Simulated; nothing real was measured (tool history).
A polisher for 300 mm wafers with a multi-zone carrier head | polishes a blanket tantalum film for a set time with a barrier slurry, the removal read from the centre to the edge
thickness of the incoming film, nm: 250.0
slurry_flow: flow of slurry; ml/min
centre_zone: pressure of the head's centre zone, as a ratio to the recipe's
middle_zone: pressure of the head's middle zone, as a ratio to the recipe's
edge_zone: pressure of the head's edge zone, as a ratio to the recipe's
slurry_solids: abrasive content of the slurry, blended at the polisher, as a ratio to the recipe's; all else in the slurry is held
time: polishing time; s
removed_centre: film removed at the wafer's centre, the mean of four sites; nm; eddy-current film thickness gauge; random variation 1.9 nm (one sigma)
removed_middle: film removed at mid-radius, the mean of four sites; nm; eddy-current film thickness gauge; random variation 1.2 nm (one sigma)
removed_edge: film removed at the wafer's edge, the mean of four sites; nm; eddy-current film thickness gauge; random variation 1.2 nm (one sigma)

{"run": 1, "hour": 0.0, "slurry_flow": 230, "centre_zone": 1.0, "middle_zone": 1.0, "edge_zone": 1.0, "slurry_solids": 1.0, "time": 40, "removed_centre": 96.788, "removed_middle": 100.09, "removed_edge": 98.446}
{"run": 2, "hour": 8.0, "slurry_flow": 230, "centre_zone": 1.0, "middle_zone": 1.0, "edge_zone": 1.0, "slurry_solids": 1.0, "time": 31, "removed_centre": 75.047, "removed_middle": 76.854, "removed_edge": 75.788}
{"run": 3, "hour": 13.0, "slurry_flow": 230, "centre_zone": 1.0, "middle_zone": 0.93, "edge_zone": 1.0, "slurry_solids": 1.0, "time": 31, "removed_centre": 74.996, "removed_middle": 73.356, "removed_edge": 77.033}
{"run": 4, "hour": 17.2, "slurry_flow": 230, "centre_zone": 1.0, "middle_zone": 0.93, "edge_zone": 1.0, "slurry_solids": 1.0, "time": 25, "removed_centre": 62.417, "removed_middle": 59.591, "removed_edge": 60.683}
{"run": 5, "hour": 21.6, "slurry_flow": 245, "centre_zone": 1.05, "middle_zone": 0.98, "edge_zone": 1.04, "slurry_solids": 1.15, "time": 31, "removed_centre": 84.676, "removed_middle": 81.016, "removed_edge": 81.025}
{"run": 6, "hour": 23.7, "slurry_flow": 270, "centre_zone": 1.05, "middle_zone": 0.98, "edge_zone": 1.04, "slurry_solids": 1.15, "time": 31, "removed_centre": 85.221, "removed_middle": 81.718, "removed_edge": 82.371}
{"run": 7, "hour": 26.9, "slurry_flow": 285, "centre_zone": 1.08, "middle_zone": 1.01, "edge_zone": 1.08, "slurry_solids": 1.25, "time": 34, "removed_centre": 100.48, "removed_middle": 94.425, "removed_edge": 94.533}

The next listed run, before its measurement:
{"run": 8, "hour": 28.2, "slurry_flow": 295, "centre_zone": 1.1, "middle_zone": 1.03, "edge_zone": 1.11, "slurry_solids": 1.35, "time": 36, "removed_centre": "?", "removed_middle": "?", "removed_edge": "?"}

removed_centre: 106.770 nm
removed_middle: 104.320 nm
removed_edge: 103.860 nm

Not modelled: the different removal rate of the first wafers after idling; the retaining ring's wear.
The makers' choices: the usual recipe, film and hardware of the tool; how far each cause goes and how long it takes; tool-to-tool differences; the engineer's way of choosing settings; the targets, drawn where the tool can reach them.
